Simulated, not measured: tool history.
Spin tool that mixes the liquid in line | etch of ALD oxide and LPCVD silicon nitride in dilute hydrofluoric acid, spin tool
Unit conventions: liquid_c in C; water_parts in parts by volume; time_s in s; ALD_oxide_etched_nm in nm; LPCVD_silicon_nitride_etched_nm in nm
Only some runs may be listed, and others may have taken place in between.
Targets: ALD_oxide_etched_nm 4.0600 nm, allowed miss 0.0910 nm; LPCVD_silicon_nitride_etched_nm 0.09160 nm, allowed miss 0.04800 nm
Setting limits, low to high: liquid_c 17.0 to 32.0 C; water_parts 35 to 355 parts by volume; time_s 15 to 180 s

| run | hour | liquid_c | water_parts | time_s | ALD_oxide_etched_nm | LPCVD_silicon_nitride_etched_nm |
|---|---|---|---|---|---|---|
| 1 | 0.0 | 24.0 | 195 | 90 | 10.1930 | 0.24915 |
| 2 | 4.0 | 23.0 | 205 | 90 | 9.2871 | 0.18729 |
| 3 | 9.4 | 26.5 | 205 | 90 | 10.6730 | 0.27621 |
| 4 | 12.2 | 26.5 | 155 | 90 | 14.8960 | 0.36445 |
| 5 | 20.8 | 25.5 | 170 | 90 | 12.7900 | 0.22927 |
| 6 | 21.6 | 24.0 | 170 | 90 | 12.1520 | 0.22119 |
| 7 | 26.8 | 23.5 | 185 | 90 | 10.7560 | 0.24460 |
| 8 | 31.3 | 23.0 | 200 | 90 | 9.6579 | 0.26942 |
| 9 | 36.6 | 22.5 | 210 | 90 | 8.9437 | 0.22511 |
| 10 | 39.3 | 22.0 | 220 | 90 | 8.2430 | 0.18323 |
| 11 | 45.6 | 18.0 | 300 | 90 | 4.8210 | 0.11422 |

Of the 4 settings listed for the next run, only one would bring every result within its allowed miss of target. Which one?
| A | 51.9 | 19.0 | 305 | 75 | ? | ? |
| B | 51.9 | 17.0 | 165 | 55 | ? | ? |
| C | 51.9 | 19.5 | 330 | 115 | ? | ? |
| D | 51.9 | 21.0 | 355 | 120 | ? | ? |

| move | ALD_oxide_etched_nm | LPCVD_silicon_nitride_etched_nm |
|---|---|---|
| A | 4.1154 | 0.10102 |
| B | 5.8617 | 0.11707 |
| C | 5.8126 | 0.14824 |
| D | 5.8198 | 0.15833 |
A: every result lands within tolerance
B: the biggest miss grows against the last run
C: the biggest miss grows against the last run
D: the biggest miss grows against the last run
Move A is the one to make.
